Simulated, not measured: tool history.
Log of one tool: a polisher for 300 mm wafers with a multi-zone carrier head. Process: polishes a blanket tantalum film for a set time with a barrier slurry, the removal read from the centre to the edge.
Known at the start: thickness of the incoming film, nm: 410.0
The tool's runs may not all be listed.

run	day	flow of slurry (ml/min)	pressure of the head's centre zone	pressure of the head's middle zone	pressure of the head's edge zone	abrasive content of the slurry	polishing time (s)	film removed at the wafer's centre (angstrom)	film removed at mid-radius (angstrom)	film removed at the wafer's edge (angstrom)
1	0	165	1	1	1	1	31	462.83	497.77	515.18
2	0.204	165	1	0.92	1	1	31	459.51	464.28	514.09
3	0.504	165	1.03	0.96	0.94	0.85	26	371.98	387.03	402.69
4	0.625	170	1.08	0.99	0.9	0.75	22	325.83	328.12	321.16
5	0.788	165	1.09	1.01	0.87	0.65	21	293.38	302.8	284.19
# day 0.846: centre zone pressure recalibrated
6	0.846	165	1.04	1.01	0.87	0.65	21	303.55	303.98	286.29
7	0.875	150	1.05	1.03	0.86	0.6	20	274.28	276.36	262.21
8	0.988	140	1.06	1.05	0.84	0.6	20	276.86	281.97	253.09
9	1.25	130	1.05	1.06	0.84	0.55	20	263.44	265.33	243.96
10	1.583	125	1.05	1.07	0.83	0.55	20	258.06	268.05	242.27

Run 11 comes next. What will it give?
11	1.933	125	1.06	1.07	0.82	0.55	20	?	?	?

{"run 11": {"film removed at the wafer's centre (angstrom)": 263.31, "film removed at mid-radius (angstrom)": 276.42, "film removed at the wafer's edge (angstrom)": 240.59}}

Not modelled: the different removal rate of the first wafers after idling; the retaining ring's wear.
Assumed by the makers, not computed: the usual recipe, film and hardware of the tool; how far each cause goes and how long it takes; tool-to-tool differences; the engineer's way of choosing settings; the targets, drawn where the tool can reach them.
